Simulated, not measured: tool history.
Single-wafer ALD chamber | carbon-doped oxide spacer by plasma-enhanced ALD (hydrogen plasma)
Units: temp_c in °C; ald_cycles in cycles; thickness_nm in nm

run,hour,temp_c,ald_cycles,thickness_nm
1,0.0,425,431,18.626
2,4.2,426,417,17.993
3,5.4,431,417,17.750
4,12.3,426,417,18.006
5,14.5,420,417,18.401
6,20.3,421,404,17.656
7,21.8,422,393,17.236

Run 8 comes next. What will it give?
8,27.7,423,383,?

thickness_nm: 16.677 nm
